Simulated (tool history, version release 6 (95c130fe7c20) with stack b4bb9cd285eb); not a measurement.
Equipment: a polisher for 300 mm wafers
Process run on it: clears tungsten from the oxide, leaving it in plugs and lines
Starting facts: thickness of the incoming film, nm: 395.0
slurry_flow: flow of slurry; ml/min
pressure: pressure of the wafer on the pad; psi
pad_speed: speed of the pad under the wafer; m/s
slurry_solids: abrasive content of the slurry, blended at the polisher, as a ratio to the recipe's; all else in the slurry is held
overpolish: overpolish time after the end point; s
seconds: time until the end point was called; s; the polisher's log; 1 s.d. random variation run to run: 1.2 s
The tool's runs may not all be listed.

| run | day | slurry_flow | pressure | pad_speed | slurry_solids | overpolish | seconds |
|---|---|---|---|---|---|---|---|
| 1 | 0 | 195 | 2.9 | 0.84 | 1 | 43 | 167.36 |
| 2 | 0.262 | 195 | 2.9 | 0.68 | 1 | 43 | 204.04 |
| 3 | 0.546 | 195 | 3.2 | 0.74 | 1 | 43 | 177.54 |
| 4 | 0.662 | 195 | 3.5 | 0.82 | 1 | 43 | 145.37 |
| 5 | 0.858 | 195 | 3.7 | 0.88 | 1 | 43 | 130.16 |
| 6 | 1.083 | 195 | 3.7 | 0.96 | 1 | 43 | 121.4 |
| 7 | 1.412 | 195 | 3.9 | 1 | 1 | 43 | 111.66 |
| 8 | 1.704 | 195 | 4 | 1.04 | 1 | 43 | 102.32 |

Expected results for the next run?
| 9 | 1.908 | 195 | 4.1 | 1.06 | 1 | 43 | ? |

seconds: 102.09 s

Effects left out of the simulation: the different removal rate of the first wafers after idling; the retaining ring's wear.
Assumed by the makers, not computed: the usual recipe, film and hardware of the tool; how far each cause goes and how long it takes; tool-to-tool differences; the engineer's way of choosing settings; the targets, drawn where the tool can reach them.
